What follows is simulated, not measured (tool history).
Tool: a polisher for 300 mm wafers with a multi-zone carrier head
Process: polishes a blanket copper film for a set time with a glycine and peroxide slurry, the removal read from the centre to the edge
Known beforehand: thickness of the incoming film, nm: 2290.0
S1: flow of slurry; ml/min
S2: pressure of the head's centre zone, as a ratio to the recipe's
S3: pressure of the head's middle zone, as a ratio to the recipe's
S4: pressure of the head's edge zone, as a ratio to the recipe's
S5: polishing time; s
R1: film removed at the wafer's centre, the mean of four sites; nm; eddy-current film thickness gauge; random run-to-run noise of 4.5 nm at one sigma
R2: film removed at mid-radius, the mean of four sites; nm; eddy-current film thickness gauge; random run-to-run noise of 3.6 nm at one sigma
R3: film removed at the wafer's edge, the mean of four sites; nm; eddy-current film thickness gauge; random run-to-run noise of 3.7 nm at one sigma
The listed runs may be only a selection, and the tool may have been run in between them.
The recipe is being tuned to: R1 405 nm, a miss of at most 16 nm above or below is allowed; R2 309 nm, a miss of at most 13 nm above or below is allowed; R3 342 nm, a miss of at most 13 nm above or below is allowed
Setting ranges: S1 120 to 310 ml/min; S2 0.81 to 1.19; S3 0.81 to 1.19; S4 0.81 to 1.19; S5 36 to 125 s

Run 1, hour 0: S1 200 ml/min, S2 1, S3 1, S4 1, S5 80 s. Result: R1 638.96 nm, R2 609.43 nm, R3 605.78 nm.
Run 2, hour 8.2: S1 200 ml/min, S2 1, S3 1, S4 1, S5 67 s. Result: R1 525.34 nm, R2 516.09 nm, R3 513.29 nm.
Run 3, hour 13.2: S1 200 ml/min, S2 1, S3 1, S4 1.04, S5 67 s. Result: R1 529.73 nm, R2 526.01 nm, R3 515.27 nm.
Run 4, hour 15.2: S1 200 ml/min, S2 1, S3 1, S4 1.12, S5 67 s. Result: R1 522.69 nm, R2 513.37 nm, R3 531.76 nm.
Run 5, hour 20.1: S1 150 ml/min, S2 1, S3 1, S4 1.12, S5 67 s. Result: R1 509.64 nm, R2 508.67 nm, R3 519.29 nm.
Run 6, hour 27.4: S1 155 ml/min, S2 1.05, S3 0.96, S4 1.1, S5 58 s. Result: R1 462.3 nm, R2 426.03 nm, R3 444.36 nm.
Run 7, hour 30.6: S1 155 ml/min, S2 1.08, S3 0.93, S4 1.08, S5 54 s. Result: R1 457.91 nm, R2 377.55 nm, R3 409.81 nm.
Run 8, hour 37.5: S1 150 ml/min, S2 1.08, S3 0.91, S4 1.05, S5 51 s. Result: R1 418.04 nm, R2 358.59 nm, R3 381.51 nm.
Run 9, hour 43.3: S1 145 ml/min, S2 1.1, S3 0.89, S4 1.03, S5 50 s. Result: R1 420.87 nm, R2 339.6 nm, R3 376.53 nm.
Run 10, hour 44.5: S1 150 ml/min, S2 1.12, S3 0.87, S4 0.93, S5 44 s. Result: R1 381.66 nm, R2 298.03 nm, R3 315.59 nm.

Below are 5 possible settings for the next run. Only one of them brings all results inside the allowed miss of their targets. Which is it?
Run A, hour 45.7: S1 120 ml/min, S2 1.18, S3 0.9, S4 1.04, S5 46 s. Result: R1 ?, R2 ?, R3 ?.
Run B, hour 45.7: S1 200 ml/min, S2 1.13, S3 0.85, S4 0.98, S5 50 s. Result: R1 ?, R2 ?, R3 ?.
Run C, hour 45.7: S1 145 ml/min, S2 1.14, S3 0.88, S4 0.93, S5 50 s. Result: R1 ?, R2 ?, R3 ?.
Run D, hour 45.7: S1 180 ml/min, S2 1.17, S3 0.94, S4 1, S5 48 s. Result: R1 ?, R2 ?, R3 ?.
Run E, hour 45.7: S1 155 ml/min, S2 1, S3 0.82, S4 0.88, S5 46 s. Result: R1 ?, R2 ?, R3 ?.

move      R1      R2      R3
   A  396.99  308.07  338.54
   B  438.97  338.72  375.71
   C  426.64  336.23  360.27
   D  431.52  347.36  359.82
   E  346.64  295.62   327.8
A: all results land within tolerance of their targets
B: takes the biggest miss from the last run beyond its target
C: takes the biggest miss from the last run beyond its target
D: takes the biggest miss from the last run beyond its target
E: its largest miss is bigger than the last run's
Correct choice: A, which meets every target
